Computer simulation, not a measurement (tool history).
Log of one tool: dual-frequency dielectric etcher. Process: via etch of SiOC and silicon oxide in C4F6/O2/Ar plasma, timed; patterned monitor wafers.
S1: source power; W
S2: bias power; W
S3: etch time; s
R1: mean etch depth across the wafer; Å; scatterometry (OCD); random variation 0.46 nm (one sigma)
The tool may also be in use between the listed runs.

run    day   S1   S2    S3      R1
  1      0  260  237  57.5  575.73
  2  0.088  260  237  57.5  578.17
  3  0.412  240  237  57.5  547.82
  4  0.775  260  240  57.5  563.76
  5  1.071  280  250  57.5  597.88
  6  1.162  280  250  52.5  554.25
  7  1.242  290  262  53.5  576.45

Forecast run 8:
  8  1.308  340  309  55.5   ?

{"run 8": {"R1": 686.43}}
